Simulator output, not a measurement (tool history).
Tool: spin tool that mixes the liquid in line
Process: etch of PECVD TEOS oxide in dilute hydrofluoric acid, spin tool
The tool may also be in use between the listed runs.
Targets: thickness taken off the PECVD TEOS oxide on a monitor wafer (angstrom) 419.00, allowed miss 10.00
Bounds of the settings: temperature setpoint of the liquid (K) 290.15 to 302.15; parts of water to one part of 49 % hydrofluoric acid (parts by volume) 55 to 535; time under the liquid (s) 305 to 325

run,hour,temperature setpoint of the liquid (K),parts of water to one part of 49 % hydrofluoric acid (parts by volume),time under the liquid (s),thickness taken off the PECVD TEOS oxide on a monitor wafer (angstrom)
1,0.0,294.15,295,305,118.08
2,7.9,296.65,220,305,186.13
3,8.8,293.65,220,305,168.17
4,12.7,293.65,120,305,347.62
5,20.7,293.65,180,305,212.91
6,25.3,296.15,160,305,271.09
7,32.0,297.65,145,305,319.42
# hour 34.8: hydrofluoric acid flow meter replaced
8,34.8,299.15,140,305,406.85

Which of these 5 next moves meets every target?
A,37.6,295.15,115,315,?
B,37.6,302.15,160,310,?
C,37.6,299.15,150,320,?
D,37.6,299.65,150,320,?
E,37.6,294.65,120,315,?

move,thickness taken off the PECVD TEOS oxide on a monitor wafer (angstrom)
A,449.78
B,393.19
C,392.54
D,399.94
E,420.13
A: takes the result that was furthest off past its target
B: further off than the last run
C: further off than the last run
D: further off than the last run
E: meets every target
Answer: E

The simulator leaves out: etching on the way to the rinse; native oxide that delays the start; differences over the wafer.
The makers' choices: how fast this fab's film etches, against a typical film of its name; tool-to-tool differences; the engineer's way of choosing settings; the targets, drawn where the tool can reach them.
